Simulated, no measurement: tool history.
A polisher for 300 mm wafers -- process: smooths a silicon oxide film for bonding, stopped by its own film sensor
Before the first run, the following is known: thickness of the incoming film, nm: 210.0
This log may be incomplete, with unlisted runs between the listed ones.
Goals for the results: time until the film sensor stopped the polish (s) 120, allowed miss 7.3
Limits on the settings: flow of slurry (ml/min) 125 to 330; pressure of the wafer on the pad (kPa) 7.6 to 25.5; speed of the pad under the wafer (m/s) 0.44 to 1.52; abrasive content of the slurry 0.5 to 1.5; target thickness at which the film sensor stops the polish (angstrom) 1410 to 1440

| run | hour | flow of slurry (ml/min) | pressure of the wafer on the pad (kPa) | speed of the pad under the wafer (m/s) | abrasive content of the slurry | target thickness at which the film sensor stops the polish (angstrom) | time until the film sensor stopped the polish (s) |
|---|---|---|---|---|---|---|---|
| 1 | 0 | 210 | 16.5 | 0.98 | 1 | 1440 | 67.228 |
| 2 | 6.2 | 210 | 14.5 | 0.96 | 1 | 1440 | 79.819 |
| 3 | 8 | 210 | 14.5 | 1.18 | 1 | 1440 | 65.868 |
| 4 | 10.7 | 175 | 14.5 | 1.18 | 1 | 1440 | 69.974 |
| 5 | 17.1 | 175 | 14.5 | 1.02 | 1 | 1440 | 76.191 |
| 6 | 20.9 | 175 | 14.5 | 0.92 | 1 | 1440 | 82.304 |
| 7 | 25.9 | 175 | 13.1 | 0.9 | 1 | 1440 | 95.209 |
| 8 | 33.4 | 175 | 12.4 | 0.9 | 1 | 1440 | 99.076 |

Consider the 4 candidate settings below. Which is the only one whose results all fall within their allowed miss of target?
| A | 40.9 | 205 | 11 | 0.92 | 1.1 | 1430 | ? |
| B | 40.9 | 185 | 11.7 | 0.96 | 1.05 | 1410 | ? |
| C | 40.9 | 225 | 13.1 | 0.8 | 0.75 | 1410 | ? |
| D | 40.9 | 150 | 12.4 | 0.96 | 0.9 | 1420 | ? |

| move | time until the film sensor stopped the polish (s) |
|---|---|
| A | 104.16 |
| B | 101.32 |
| C | 120.38 |
| D | 104.19 |
A: nearer than the last run, and not there yet
B: nearer than the last run, and not there yet
C: hits every target within its allowed miss
D: nearer than the last run, and not there yet
C is the move that brings every result within its allowed miss.
